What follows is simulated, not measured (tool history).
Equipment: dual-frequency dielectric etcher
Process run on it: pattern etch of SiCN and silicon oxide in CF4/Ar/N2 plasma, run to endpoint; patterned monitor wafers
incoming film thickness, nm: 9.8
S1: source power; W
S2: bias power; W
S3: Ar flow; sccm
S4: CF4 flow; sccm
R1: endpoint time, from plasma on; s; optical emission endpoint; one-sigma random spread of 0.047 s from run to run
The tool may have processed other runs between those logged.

{"run": 1, "hour": 0.0, "S1": 390, "S2": 75, "S3": 108, "S4": 66, "R1": 12.107}
{"run": 2, "hour": 1.3, "S1": 390, "S2": 66, "S3": 108, "S4": 66, "R1": 12.62}
{"run": 3, "hour": 9.2, "S1": 450, "S2": 66, "S3": 108, "S4": 66, "R1": 11.344}
{"run": 4, "hour": 16.6, "S1": 450, "S2": 74, "S3": 108, "S4": 66, "R1": 10.941}
{"run": 5, "hour": 22.7, "S1": 420, "S2": 74, "S3": 108, "S4": 66, "R1": 11.645}
{"run": 6, "hour": 24.3, "S1": 360, "S2": 74, "S3": 108, "S4": 66, "R1": 12.948}

The next listed run, before its measurement:
{"run": 7, "hour": 28.2, "S1": 400, "S2": 75, "S3": 108, "S4": 66, "R1": "?"}

R1: 11.906 s
